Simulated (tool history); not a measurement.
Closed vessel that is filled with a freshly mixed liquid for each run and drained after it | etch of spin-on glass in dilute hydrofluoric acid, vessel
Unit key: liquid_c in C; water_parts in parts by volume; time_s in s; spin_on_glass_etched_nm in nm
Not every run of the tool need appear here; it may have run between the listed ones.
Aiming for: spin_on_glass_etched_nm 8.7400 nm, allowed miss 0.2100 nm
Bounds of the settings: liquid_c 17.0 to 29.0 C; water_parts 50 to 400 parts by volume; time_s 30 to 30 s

run 1 day=0.000 | liquid_c=21.0 water_parts=225 time_s=30 | spin_on_glass_etched_nm=4.3997
run 2 day=0.154 | liquid_c=23.0 water_parts=205 time_s=30 | spin_on_glass_etched_nm=5.3286
run 3 day=0.317 | liquid_c=23.0 water_parts=205 time_s=30 | spin_on_glass_etched_nm=5.3150
run 4 day=0.679 | liquid_c=24.5 water_parts=190 time_s=30 | spin_on_glass_etched_nm=6.1847
run 5 day=0.796 | liquid_c=21.5 water_parts=190 time_s=30 | spin_on_glass_etched_nm=5.4956
run 6 day=0.983 | liquid_c=21.5 water_parts=225 time_s=30 | spin_on_glass_etched_nm=4.4909
run 7 day=1.246 | liquid_c=23.5 water_parts=205 time_s=30 | spin_on_glass_etched_nm=5.4261
run 8 day=1.554 | liquid_c=25.0 water_parts=190 time_s=30 | spin_on_glass_etched_nm=6.2926
run 9 day=1.908 | liquid_c=26.0 water_parts=180 time_s=30 | spin_on_glass_etched_nm=6.9519
run 10 day=2.129 | liquid_c=27.0 water_parts=175 time_s=30 | spin_on_glass_etched_nm=7.4988
run 11 day=2.312 | liquid_c=29.0 water_parts=160 time_s=30 | spin_on_glass_etched_nm=8.9532

Of the 4 settings listed for the next run, only one would bring every result within its allowed miss of target. Which one?
run A day=2.496 | liquid_c=25.5 water_parts=140 time_s=30 | spin_on_glass_etched_nm=?
run B day=2.496 | liquid_c=27.5 water_parts=150 time_s=30 | spin_on_glass_etched_nm=?
run C day=2.496 | liquid_c=29.0 water_parts=155 time_s=30 | spin_on_glass_etched_nm=?
run D day=2.496 | liquid_c=29.0 water_parts=165 time_s=30 | spin_on_glass_etched_nm=?

move=A spin_on_glass_etched_nm=9.2120
move=B spin_on_glass_etched_nm=9.1752
move=C spin_on_glass_etched_nm=9.3358
move=D spin_on_glass_etched_nm=8.6653
A: its largest miss is bigger than the last run's
B: its largest miss is bigger than the last run's
C: its largest miss is bigger than the last run's
D: every result lands within tolerance
Go with D: it meets all targets.
